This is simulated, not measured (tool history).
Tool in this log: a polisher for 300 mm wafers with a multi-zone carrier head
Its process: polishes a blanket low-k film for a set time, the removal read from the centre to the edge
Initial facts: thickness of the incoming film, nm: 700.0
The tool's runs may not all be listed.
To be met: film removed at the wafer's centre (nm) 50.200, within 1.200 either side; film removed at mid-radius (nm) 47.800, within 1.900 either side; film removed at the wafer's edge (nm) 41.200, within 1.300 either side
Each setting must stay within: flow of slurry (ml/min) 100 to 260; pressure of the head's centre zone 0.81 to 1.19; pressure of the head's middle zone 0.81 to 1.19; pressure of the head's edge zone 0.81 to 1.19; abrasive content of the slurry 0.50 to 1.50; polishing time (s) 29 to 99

| run | hour | flow of slurry (ml/min) | pressure of the head's centre zone | pressure of the head's middle zone | pressure of the head's edge zone | abrasive content of the slurry | polishing time (s) | film removed at the wafer's centre (nm) | film removed at mid-radius (nm) | film removed at the wafer's edge (nm) |
|---|---|---|---|---|---|---|---|---|---|---|
| 1 | 0.0 | 165 | 1.00 | 1.00 | 1.00 | 1.00 | 64 | 31.290 | 30.530 | 30.711 |
| 2 | 8.5 | 165 | 1.00 | 1.00 | 1.00 | 1.15 | 64 | 32.730 | 32.508 | 32.455 |
| 3 | 14.0 | 165 | 1.05 | 1.00 | 1.00 | 1.15 | 64 | 34.844 | 32.709 | 32.009 |
| 4 | 14.7 | 185 | 1.05 | 1.00 | 1.00 | 1.15 | 64 | 34.859 | 33.361 | 32.390 |
| 5 | 15.7 | 150 | 1.05 | 1.00 | 1.00 | 1.15 | 64 | 33.403 | 31.897 | 31.592 |
| 6 | 16.2 | 150 | 1.05 | 1.00 | 1.03 | 1.15 | 64 | 33.869 | 32.176 | 31.906 |
| 7 | 23.0 | 170 | 1.08 | 1.02 | 1.05 | 1.25 | 65 | 37.198 | 35.320 | 34.871 |
| 8 | 26.9 | 185 | 1.11 | 1.04 | 1.04 | 1.30 | 66 | 39.785 | 36.257 | 35.897 |
| 9 | 35.5 | 195 | 1.11 | 1.08 | 1.00 | 1.35 | 68 | 41.204 | 40.710 | 37.571 |
| 10 | 42.8 | 245 | 1.19 | 1.08 | 0.92 | 1.50 | 69 | 49.012 | 43.623 | 38.446 |
| 11 | 50.5 | 245 | 1.19 | 1.09 | 0.93 | 1.50 | 69 | 48.889 | 43.775 | 38.415 |
| 12 | 51.5 | 245 | 1.19 | 1.10 | 0.94 | 1.50 | 70 | 49.083 | 45.912 | 39.412 |
| 13 | 53.6 | 245 | 1.19 | 1.10 | 0.95 | 1.50 | 70 | 49.467 | 45.892 | 39.009 |

Which single option among these 5 for the next run brings every result within its allowed miss of target? Just one does.
| A | 55.7 | 235 | 1.07 | 1.01 | 0.94 | 1.30 | 78 | ? | ? | ? |
| B | 55.7 | 190 | 1.04 | 1.06 | 0.86 | 1.20 | 83 | ? | ? | ? |
| C | 55.7 | 245 | 1.15 | 1.01 | 0.95 | 1.50 | 72 | ? | ? | ? |
| D | 55.7 | 220 | 1.08 | 0.96 | 0.94 | 1.40 | 78 | ? | ? | ? |
| E | 55.7 | 260 | 1.18 | 1.12 | 0.99 | 1.35 | 74 | ? | ? | ? |

| move | film removed at the wafer's centre (nm) | film removed at mid-radius (nm) | film removed at the wafer's edge (nm) |
|---|---|---|---|
| A | 47.404 | 44.712 | 41.346 |
| B | 46.249 | 46.731 | 40.097 |
| C | 49.186 | 43.537 | 40.423 |
| D | 48.530 | 43.561 | 42.164 |
| E | 50.330 | 47.489 | 41.051 |
A: corrects the largest miss of the last run, while another result sits out of spec
B: corrects the largest miss of the last run, while another result sits out of spec
C: corrects the largest miss of the last run, while another result sits out of spec
D: corrects the largest miss of the last run, while another result sits out of spec
E: all results land within tolerance of their targets
The right move is E.

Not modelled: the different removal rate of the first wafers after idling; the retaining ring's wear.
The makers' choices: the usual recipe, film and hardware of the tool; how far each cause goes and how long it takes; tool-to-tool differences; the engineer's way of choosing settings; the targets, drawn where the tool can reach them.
